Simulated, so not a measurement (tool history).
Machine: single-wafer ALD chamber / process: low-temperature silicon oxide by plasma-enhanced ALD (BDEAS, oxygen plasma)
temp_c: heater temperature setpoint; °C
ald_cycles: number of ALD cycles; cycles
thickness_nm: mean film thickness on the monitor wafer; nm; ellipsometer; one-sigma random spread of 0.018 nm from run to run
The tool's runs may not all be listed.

run 1 hour=0.0 | temp_c=85 ald_cycles=59 | thickness_nm=8.7202
run 2 hour=2.2 | temp_c=85 ald_cycles=63 | thickness_nm=9.3333
run 3 hour=11.0 | temp_c=85 ald_cycles=66 | thickness_nm=9.7359
run 4 hour=12.1 | temp_c=85 ald_cycles=73 | thickness_nm=10.8210
run 5 hour=12.9 | temp_c=89 ald_cycles=67 | thickness_nm=9.8070
run 6 hour=15.8 | temp_c=84 ald_cycles=67 | thickness_nm=9.9410

Predict the results of run 7:
run 7 hour=17.9 | temp_c=88 ald_cycles=62 | thickness_nm=?

Run 7 produced thickness_nm 9.1110 nm.
